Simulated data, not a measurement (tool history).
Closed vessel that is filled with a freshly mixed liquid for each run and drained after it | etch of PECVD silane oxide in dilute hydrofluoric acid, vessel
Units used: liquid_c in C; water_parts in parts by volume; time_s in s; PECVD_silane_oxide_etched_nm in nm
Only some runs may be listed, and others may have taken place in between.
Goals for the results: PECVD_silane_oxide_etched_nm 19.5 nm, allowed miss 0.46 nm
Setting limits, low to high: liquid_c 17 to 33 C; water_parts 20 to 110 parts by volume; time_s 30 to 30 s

{"run": 1, "hour": 0.0, "liquid_c": 25, "water_parts": 60, "time_s": 30, "PECVD_silane_oxide_etched_nm": 9.6912}
{"run": 2, "hour": 2.6, "liquid_c": 27, "water_parts": 60, "time_s": 30, "PECVD_silane_oxide_etched_nm": 10.554}
{"run": 3, "hour": 6.1, "liquid_c": 27, "water_parts": 45, "time_s": 30, "PECVD_silane_oxide_etched_nm": 14.18}
{"run": 4, "hour": 13.9, "liquid_c": 24, "water_parts": 45, "time_s": 30, "PECVD_silane_oxide_etched_nm": 12.657}
{"run": 5, "hour": 22.2, "liquid_c": 24, "water_parts": 45, "time_s": 30, "PECVD_silane_oxide_etched_nm": 12.672}
{"run": 6, "hour": 22.7, "liquid_c": 22, "water_parts": 45, "time_s": 30, "PECVD_silane_oxide_etched_nm": 11.629}
{"run": 7, "hour": 29.9, "liquid_c": 24.5, "water_parts": 45, "time_s": 30, "PECVD_silane_oxide_etched_nm": 12.867}
{"run": 8, "hour": 32.1, "liquid_c": 26.5, "water_parts": 45, "time_s": 30, "PECVD_silane_oxide_etched_nm": 14.032}
{"hour": 40.2, "done": "hydrofluoric acid flow meter replaced"}
{"run": 9, "hour": 40.2, "liquid_c": 28, "water_parts": 45, "time_s": 30, "PECVD_silane_oxide_etched_nm": 16.129}

Next run, 4 choices. One meets every target within its allowed miss, the rest don't. Which?
{"run": "A", "hour": 48.3, "liquid_c": 27, "water_parts": 50, "time_s": 30, "PECVD_silane_oxide_etched_nm": "?"}
{"run": "B", "hour": 48.3, "liquid_c": 29.5, "water_parts": 40, "time_s": 30, "PECVD_silane_oxide_etched_nm": "?"}
{"run": "C", "hour": 48.3, "liquid_c": 29, "water_parts": 35, "time_s": 30, "PECVD_silane_oxide_etched_nm": "?"}
{"run": "D", "hour": 48.3, "liquid_c": 24, "water_parts": 35, "time_s": 30, "PECVD_silane_oxide_etched_nm": "?"}

move=A PECVD_silane_oxide_etched_nm=13.91
move=B PECVD_silane_oxide_etched_nm=19.502
move=C PECVD_silane_oxide_etched_nm=22.015
move=D PECVD_silane_oxide_etched_nm=17.945
A: further off than the last run
B: every result within its allowed miss
C: carries the result that was furthest off beyond its target, to the other side
D: closer than the last run, but not yet in spec
So the answer is move B, the one that meets all the targets.
